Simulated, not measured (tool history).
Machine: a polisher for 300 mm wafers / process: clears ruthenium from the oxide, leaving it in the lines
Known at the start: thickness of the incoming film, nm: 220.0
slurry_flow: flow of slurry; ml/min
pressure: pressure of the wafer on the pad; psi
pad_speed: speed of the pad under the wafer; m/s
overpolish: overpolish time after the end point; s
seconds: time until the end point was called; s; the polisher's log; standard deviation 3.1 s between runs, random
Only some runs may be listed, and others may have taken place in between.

run,hour,slurry_flow,pressure,pad_speed,overpolish,seconds
1,0,265,2.7,1.18,14,124.19
2,2.4,265,2.5,1.18,14,129.91
3,11.2,200,2.5,1.18,14,135.22
4,13.2,200,2.4,1.18,14,139.91
5,17.2,200,2.3,1.18,14,151.15
6,24.8,200,2.2,1.18,14,157.72
7,28.7,200,2.2,1.18,14,151.07
8,36.2,200,2.1,1.18,14,160.56

Run 9, settings as shown, results not yet in. Your forecast:
9,45.2,200,2,1.18,14,?

seconds: 164.95 s
